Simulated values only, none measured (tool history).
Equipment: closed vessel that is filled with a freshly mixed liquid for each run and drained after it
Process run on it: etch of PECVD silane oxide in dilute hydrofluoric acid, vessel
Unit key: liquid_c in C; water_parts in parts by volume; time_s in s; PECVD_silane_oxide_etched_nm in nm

run,hour,liquid_c,water_parts,time_s,PECVD_silane_oxide_etched_nm
1,0,24,60,160,64.025
2,1.7,26,60,160,69.111
3,7.4,27.5,60,160,73.937
4,12.2,27.5,70,160,62.443
5,16.2,29,65,160,71.177
6,20.6,30,60,160,81.046
7,26.9,30,60,160,80.834
8,35,30.5,60,160,82.517
9,37.8,31,60,160,84.998

The next listed run, before its measurement:
10,41.5,31.5,60,160,?

PECVD_silane_oxide_etched_nm: 86.388 nm
